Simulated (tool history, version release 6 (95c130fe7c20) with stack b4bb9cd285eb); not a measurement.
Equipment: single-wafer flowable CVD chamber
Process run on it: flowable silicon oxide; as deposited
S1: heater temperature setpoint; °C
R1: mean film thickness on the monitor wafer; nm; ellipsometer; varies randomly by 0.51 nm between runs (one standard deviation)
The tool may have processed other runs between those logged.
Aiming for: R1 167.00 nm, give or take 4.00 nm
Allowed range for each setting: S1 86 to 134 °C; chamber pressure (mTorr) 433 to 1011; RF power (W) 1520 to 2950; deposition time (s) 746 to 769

{"run": 1, "hour": 0.0, "S1": 110, "chamber pressure (mTorr)": 722, "RF power (W)": 2235, "deposition time (s)": 746, "R1": 302.08}
{"run": 2, "hour": 4.6, "S1": 110, "chamber pressure (mTorr)": 722, "RF power (W)": 2235, "deposition time (s)": 769, "R1": 310.24}
{"run": 3, "hour": 7.9, "S1": 110, "chamber pressure (mTorr)": 722, "RF power (W)": 2420, "deposition time (s)": 769, "R1": 314.55}
{"run": 4, "hour": 8.5, "S1": 110, "chamber pressure (mTorr)": 812, "RF power (W)": 2420, "deposition time (s)": 769, "R1": 355.12}
{"run": 5, "hour": 13.3, "S1": 110, "chamber pressure (mTorr)": 719, "RF power (W)": 2420, "deposition time (s)": 769, "R1": 314.18}
{"run": 6, "hour": 16.7, "S1": 116, "chamber pressure (mTorr)": 717, "RF power (W)": 2420, "deposition time (s)": 769, "R1": 263.42}
{"hour": 21.7, "done": "RF generator calibrated"}
{"run": 7, "hour": 21.7, "S1": 121, "chamber pressure (mTorr)": 716, "RF power (W)": 2420, "deposition time (s)": 769, "R1": 231.79}
{"run": 8, "hour": 28.2, "S1": 125, "chamber pressure (mTorr)": 715, "RF power (W)": 2420, "deposition time (s)": 769, "R1": 208.93}
{"run": 9, "hour": 35.1, "S1": 128, "chamber pressure (mTorr)": 714, "RF power (W)": 2420, "deposition time (s)": 769, "R1": 194.85}

Exactly one of the 4 candidate moves below puts every result within its allowed miss. Which one?
{"run": "A", "hour": 42.0, "S1": 130, "chamber pressure (mTorr)": 642, "RF power (W)": 2095, "deposition time (s)": 746, "R1": "?"}
{"run": "B", "hour": 42.0, "S1": 131, "chamber pressure (mTorr)": 637, "RF power (W)": 2330, "deposition time (s)": 746, "R1": "?"}
{"run": "C", "hour": 42.0, "S1": 130, "chamber pressure (mTorr)": 714, "RF power (W)": 2535, "deposition time (s)": 763, "R1": "?"}
{"run": "D", "hour": 42.0, "S1": 129, "chamber pressure (mTorr)": 639, "RF power (W)": 2530, "deposition time (s)": 749, "R1": "?"}

move=A R1=157.31
move=B R1=155.54
move=C R1=184.39
move=D R1=166.56
A: takes the result that was furthest off past its target
B: takes the result that was furthest off past its target
C: moves toward the targets from the last run without getting all of them in spec
D: in spec on every target
D is the move that brings every result within its allowed miss.

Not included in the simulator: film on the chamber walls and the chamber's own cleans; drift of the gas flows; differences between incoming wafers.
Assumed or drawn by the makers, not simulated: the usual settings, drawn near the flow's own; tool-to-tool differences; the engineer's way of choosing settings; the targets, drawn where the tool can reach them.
